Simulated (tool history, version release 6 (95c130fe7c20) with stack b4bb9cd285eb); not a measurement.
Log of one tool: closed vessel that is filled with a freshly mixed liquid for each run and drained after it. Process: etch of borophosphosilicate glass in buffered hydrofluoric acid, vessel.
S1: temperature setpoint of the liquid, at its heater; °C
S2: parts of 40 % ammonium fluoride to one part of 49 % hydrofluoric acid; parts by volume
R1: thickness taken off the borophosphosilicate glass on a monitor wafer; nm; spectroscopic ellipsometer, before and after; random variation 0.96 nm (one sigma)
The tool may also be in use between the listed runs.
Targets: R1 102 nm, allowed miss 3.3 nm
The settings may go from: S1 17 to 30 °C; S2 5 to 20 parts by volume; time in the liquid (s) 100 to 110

Run 1, hour 0: S1 22 °C, S2 12 parts by volume, time in the liquid (s) 100. Result: R1 135.94 nm.
Run 2, hour 6.3: S1 22 °C, S2 8.5 parts by volume, time in the liquid (s) 100. Result: R1 187.87 nm.
Run 3, hour 13: S1 20.5 °C, S2 10 parts by volume, time in the liquid (s) 100. Result: R1 149.12 nm.
Run 4, hour 18.2: S1 20.5 °C, S2 10 parts by volume, time in the liquid (s) 100. Result: R1 152.89 nm.
Run 5, hour 24.3: S1 19.5 °C, S2 11 parts by volume, time in the liquid (s) 100. Result: R1 131.42 nm.
Run 6, hour 27.4: S1 19.5 °C, S2 9.5 parts by volume, time in the liquid (s) 100. Result: R1 146.19 nm.
Run 7, hour 34.4: S1 18.5 °C, S2 10.5 parts by volume, time in the liquid (s) 100. Result: R1 127.96 nm.
Run 8, hour 41.5: S1 18 °C, S2 11 parts by volume, time in the liquid (s) 100. Result: R1 120.01 nm.
Run 9, hour 47.9: S1 17.5 °C, S2 11.5 parts by volume, time in the liquid (s) 100. Result: R1 111.43 nm.

Which of these 4 next moves meets every target?
Run A, hour 54.3: S1 17 °C, S2 11 parts by volume, time in the liquid (s) 110. Result: R1 ?.
Run B, hour 54.3: S1 18 °C, S2 10.5 parts by volume, time in the liquid (s) 105. Result: R1 ?.
Run C, hour 54.3: S1 20 °C, S2 12.5 parts by volume, time in the liquid (s) 110. Result: R1 ?.
Run D, hour 54.3: S1 18 °C, S2 13 parts by volume, time in the liquid (s) 100. Result: R1 ?.

move      R1
   A  124.55
   B  131.57
   C  129.64
   D  101.54
A: further off than the last run
B: further off than the last run
C: further off than the last run
D: meets every target
The right move is D.
